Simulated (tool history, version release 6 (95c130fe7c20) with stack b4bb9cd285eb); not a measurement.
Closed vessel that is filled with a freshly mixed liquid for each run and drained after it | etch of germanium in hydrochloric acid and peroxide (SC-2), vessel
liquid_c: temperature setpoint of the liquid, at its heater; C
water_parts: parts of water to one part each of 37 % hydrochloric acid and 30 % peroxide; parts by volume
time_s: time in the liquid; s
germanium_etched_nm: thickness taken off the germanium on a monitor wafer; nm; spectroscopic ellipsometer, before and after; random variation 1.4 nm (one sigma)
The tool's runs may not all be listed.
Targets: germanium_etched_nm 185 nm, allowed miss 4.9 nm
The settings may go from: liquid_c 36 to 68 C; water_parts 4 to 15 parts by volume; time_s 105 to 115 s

run 1 day=0 | liquid_c=52 water_parts=8.5 time_s=105 | germanium_etched_nm=260.96
run 2 day=0.346 | liquid_c=52 water_parts=10.5 time_s=105 | germanium_etched_nm=253.44
run 3 day=0.379 | liquid_c=49.5 water_parts=10.5 time_s=105 | germanium_etched_nm=235.69
run 4 day=0.675 | liquid_c=47.5 water_parts=10.5 time_s=105 | germanium_etched_nm=218.91
run 5 day=1.008 | liquid_c=47.5 water_parts=10.5 time_s=115 | germanium_etched_nm=243.29
run 6 day=1.067 | liquid_c=45.5 water_parts=10.5 time_s=115 | germanium_etched_nm=226.64
run 7 day=1.367 | liquid_c=45.5 water_parts=10.5 time_s=115 | germanium_etched_nm=225.09
run 8 day=1.438 | liquid_c=44.5 water_parts=10.5 time_s=115 | germanium_etched_nm=220.59
run 9 day=1.667 | liquid_c=43.5 water_parts=10.5 time_s=115 | germanium_etched_nm=212.34
run 10 day=1.721 | liquid_c=42.5 water_parts=10.5 time_s=115 | germanium_etched_nm=206.74

4 next moves are on the table. One of them brings every result within its allowed miss. Which?
run A day=1.775 | liquid_c=42 water_parts=10.5 time_s=110 | germanium_etched_nm=?
run B day=1.775 | liquid_c=41 water_parts=10 time_s=110 | germanium_etched_nm=?
run C day=1.775 | liquid_c=47.5 water_parts=11.5 time_s=115 | germanium_etched_nm=?
run D day=1.775 | liquid_c=40.5 water_parts=10 time_s=105 | germanium_etched_nm=?

move=A germanium_etched_nm=192.91
move=B germanium_etched_nm=187.36
move=C germanium_etched_nm=238.97
move=D germanium_etched_nm=175.87
A: nearer than the last run, and not there yet
B: meets every target
C: further off than the last run
D: takes the result that was furthest off past its target
The right move is B.
